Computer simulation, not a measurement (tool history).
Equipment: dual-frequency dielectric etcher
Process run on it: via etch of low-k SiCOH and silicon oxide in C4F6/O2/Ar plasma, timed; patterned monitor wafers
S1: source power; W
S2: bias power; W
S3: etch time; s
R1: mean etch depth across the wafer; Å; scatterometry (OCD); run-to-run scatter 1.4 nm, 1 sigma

run,hour,S1,S2,S3,R1
1,0,420,238,117,3166.5
2,6.4,390,235,117,3073.8
3,14.3,370,232,117,3003.3
4,22,370,232,122.5,3167.4
5,22.6,370,232,122.5,3144.7
6,25.3,350,230,122.5,3110.9

Expected results for the next run?
7,33.4,330,224,122.5,?

{"run 7": {"R1": 3024.3}}
